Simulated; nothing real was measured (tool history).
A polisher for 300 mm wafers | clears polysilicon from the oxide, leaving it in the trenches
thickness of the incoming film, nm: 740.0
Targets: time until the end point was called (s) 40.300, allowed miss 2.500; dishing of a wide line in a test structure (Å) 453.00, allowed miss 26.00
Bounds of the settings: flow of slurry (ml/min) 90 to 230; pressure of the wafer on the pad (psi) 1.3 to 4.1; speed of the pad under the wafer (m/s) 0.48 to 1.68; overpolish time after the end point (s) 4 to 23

run	hour	flow of slurry (ml/min)	pressure of the wafer on the pad (psi)	speed of the pad under the wafer (m/s)	overpolish time after the end point (s)	time until the end point was called (s)	dishing of a wide line in a test structure (Å)
1	0.0	150	2.7	1.08	12	56.833	665.91
2	6.7	150	2.9	1.08	9	52.953	595.60
3	8.6	125	2.9	1.08	9	54.938	592.61
4	11.6	125	2.9	1.20	9	50.223	621.60
5	18.6	160	3.3	1.02	7	50.308	546.74
6	21.1	185	3.6	0.98	6	45.895	525.16
7	27.5	200	3.8	0.94	5	47.560	480.42
8	28.7	210	3.9	0.96	5	44.533	484.32
9	29.3	215	4.0	0.98	5	40.962	492.28
10	37.1	220	4.0	0.98	5	41.931	508.59
11	45.3	190	4.0	0.96	5	43.498	490.54
12	52.5	205	4.0	0.96	5	42.726	499.63
13	56.7	215	4.0	0.96	5	42.880	490.14
14	63.3	220	4.0	0.96	5	43.463	502.89
15	72.2	195	4.0	0.96	5	44.501	504.79

Which of these 5 next moves meets every target?
A	81.1	210	3.5	0.94	7	?	?
B	81.1	190	3.4	0.84	10	?	?
C	81.1	205	3.9	1.18	7	?	?
D	81.1	230	4.0	1.02	4	?	?
E	81.1	180	4.0	0.94	4	?	?

move	time until the end point was called (s)	dishing of a wide line in a test structure (Å)
A	50.287	547.64
B	57.263	607.68
C	38.160	619.87
D	41.774	442.58
E	46.282	414.18
A: further off than the last run
B: further off than the last run
C: further off than the last run
D: meets every target
E: takes the result that was furthest off past its target
Answer: D
